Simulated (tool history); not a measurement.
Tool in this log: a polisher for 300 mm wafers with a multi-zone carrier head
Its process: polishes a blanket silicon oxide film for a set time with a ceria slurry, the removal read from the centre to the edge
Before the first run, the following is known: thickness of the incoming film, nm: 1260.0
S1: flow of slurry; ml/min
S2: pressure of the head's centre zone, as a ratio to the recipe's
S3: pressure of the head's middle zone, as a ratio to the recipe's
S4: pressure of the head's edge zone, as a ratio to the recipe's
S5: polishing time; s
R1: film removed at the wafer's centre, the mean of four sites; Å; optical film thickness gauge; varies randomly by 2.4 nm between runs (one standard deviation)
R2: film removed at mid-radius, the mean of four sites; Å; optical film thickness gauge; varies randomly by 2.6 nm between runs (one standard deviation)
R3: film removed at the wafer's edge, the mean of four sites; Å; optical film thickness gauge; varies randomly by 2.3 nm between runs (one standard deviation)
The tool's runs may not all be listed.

Run 1, day 0.000: S1 260 ml/min, S2 1.00, S3 1.00, S4 1.00, S5 85 s. Result: R1 3201.4 Å, R2 3173.4 Å, R3 3098.6 Å.
Run 2, day 0.088: S1 260 ml/min, S2 0.94, S3 1.00, S4 1.00, S5 85 s. Result: R1 3034.1 Å, R2 3148.5 Å, R3 3212.0 Å.
Run 3, day 0.117: S1 255 ml/min, S2 0.92, S3 1.02, S4 0.97, S5 75 s. Result: R1 2652.2 Å, R2 2828.3 Å, R3 2748.6 Å.
Run 4, day 0.425: S1 255 ml/min, S2 0.92, S3 1.09, S4 0.97, S5 75 s. Result: R1 2617.7 Å, R2 2949.8 Å, R3 2788.0 Å.
Run 5, day 0.621: S1 245 ml/min, S2 0.89, S3 1.08, S4 0.94, S5 70 s. Result: R1 2351.9 Å, R2 2745.0 Å, R3 2573.9 Å.
Run 6, day 0.658: S1 245 ml/min, S2 0.89, S3 1.08, S4 0.88, S5 70 s. Result: R1 2326.1 Å, R2 2712.8 Å, R3 2446.2 Å.
Run 7, day 0.746: S1 240 ml/min, S2 0.87, S3 1.06, S4 0.86, S5 68 s. Result: R1 2208.3 Å, R2 2610.1 Å, R3 2415.8 Å.
Run 8, day 1.075: S1 235 ml/min, S2 0.87, S3 1.05, S4 0.85, S5 65 s. Result: R1 2111.2 Å, R2 2468.3 Å, R3 2233.7 Å.

Expected results for the next run?
Run 9, day 1.254: S1 225 ml/min, S2 0.86, S3 1.04, S4 0.85, S5 65 s. Result: R1 ?, R2 ?, R3 ?.

{"run 9": {"R1": 2091.2, "R2": 2453.2, "R3": 2251.6}}
